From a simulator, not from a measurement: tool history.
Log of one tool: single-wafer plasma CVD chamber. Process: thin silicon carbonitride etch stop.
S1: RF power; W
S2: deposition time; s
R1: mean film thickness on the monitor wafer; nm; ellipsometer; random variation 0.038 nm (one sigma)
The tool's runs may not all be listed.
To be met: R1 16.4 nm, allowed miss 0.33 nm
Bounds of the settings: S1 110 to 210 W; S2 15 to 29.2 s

run,day,S1,S2,R1
1,0,160,22.1,12.674
2,0.083,165,22.6,13.135
3,0.417,145,22.6,12.608
4,0.592,135,22.6,12.264
5,0.746,140,23,12.625
6,1.004,145,23.4,13.015
7,1.217,150,23.7,13.324
8,1.367,150,23.7,13.287
9,1.508,155,24,13.674
10,1.767,160,24.2,13.868
11,1.879,165,24.4,14.148
12,1.942,170,24.6,14.382
13,2.288,175,24.8,14.602

Which of these 4 next moves meets every target?
A,2.633,185,25.6,?
B,2.633,200,26.5,?
C,2.633,190,25.5,?
D,2.633,205,22.3,?

move,R1
A,15.371
B,16.318
C,15.444
D,13.842
A: nearer than the last run, and not there yet
B: meets every target
C: nearer than the last run, and not there yet
D: further off than the last run
The right move is B.
